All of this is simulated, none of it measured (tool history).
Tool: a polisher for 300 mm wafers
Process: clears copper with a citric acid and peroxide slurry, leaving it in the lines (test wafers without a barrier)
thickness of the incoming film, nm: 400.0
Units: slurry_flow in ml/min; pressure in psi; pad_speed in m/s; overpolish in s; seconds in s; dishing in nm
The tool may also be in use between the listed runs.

run,hour,slurry_flow,pressure,pad_speed,slurry_solids,overpolish,seconds,dishing
1,0.0,245,3.9,1.14,1.0,22,126.40,46.451
2,2.5,245,4.1,1.14,1.0,22,120.62,48.475
3,4.2,245,4.1,1.14,1.1,22,117.87,47.529
4,4.9,245,4.2,1.14,1.1,22,116.92,48.645
5,13.1,245,3.6,1.14,1.1,22,133.79,43.434
6,18.3,245,3.8,1.14,1.1,22,126.64,43.818
7,25.8,245,4.0,1.14,1.1,22,120.44,49.252

Run 8 comes next. What will it give?
# hour 33.8: slurry blender recalibrated
8,33.8,245,4.1,1.14,1.1,21,?,?

seconds: 111.52 s
dishing: 50.327 nm
